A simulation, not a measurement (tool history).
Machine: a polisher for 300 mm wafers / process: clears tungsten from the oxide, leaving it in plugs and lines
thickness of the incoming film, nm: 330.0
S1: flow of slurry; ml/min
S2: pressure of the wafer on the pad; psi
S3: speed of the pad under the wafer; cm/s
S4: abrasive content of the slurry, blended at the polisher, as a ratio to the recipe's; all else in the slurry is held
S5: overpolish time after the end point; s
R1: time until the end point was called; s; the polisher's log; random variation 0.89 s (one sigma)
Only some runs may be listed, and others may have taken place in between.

run    day   S1   S2  S3   S4  S5       R1
  1  0.000  235  3.8  98  1.0  17   86.735
  2  0.121  235  3.8  76  1.0  17  111.410
  3  0.208  235  3.8  76  1.0  17  111.160
  4  0.367  210  3.8  76  1.0  17  113.400
  5  0.496  210  3.8  76  1.0  17  112.810
     0.567  -- worn pad replaced by a new one
  6  0.567  210  3.8  64  1.0  17  119.300

The next listed run, before its measurement:
  7  0.921  210  4.1  68  1.0  17   ?

R1: 108.360 s

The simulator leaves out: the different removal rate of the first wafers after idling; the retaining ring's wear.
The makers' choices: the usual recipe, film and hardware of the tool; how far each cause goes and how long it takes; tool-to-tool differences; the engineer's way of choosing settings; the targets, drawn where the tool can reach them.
